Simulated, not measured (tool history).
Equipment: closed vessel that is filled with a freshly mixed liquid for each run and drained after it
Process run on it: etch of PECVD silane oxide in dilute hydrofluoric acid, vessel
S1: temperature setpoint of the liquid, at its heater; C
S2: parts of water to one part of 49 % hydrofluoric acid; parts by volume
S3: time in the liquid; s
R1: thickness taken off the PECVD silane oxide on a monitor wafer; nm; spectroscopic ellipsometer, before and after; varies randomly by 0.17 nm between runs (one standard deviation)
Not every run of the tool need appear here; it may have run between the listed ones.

run	hour	S1	S2	S3	R1
1	0	25	280	275	28.984
2	1.4	24	280	275	28.408
3	4.5	24	280	275	28.158
4	13.4	23	280	275	27.397
5	20.7	22.5	280	275	26.819
6	24.7	22.5	280	275	26.964

Forecast run 7:
7	33.3	22	280	275	?

Run 7 produced R1 26.804 nm.
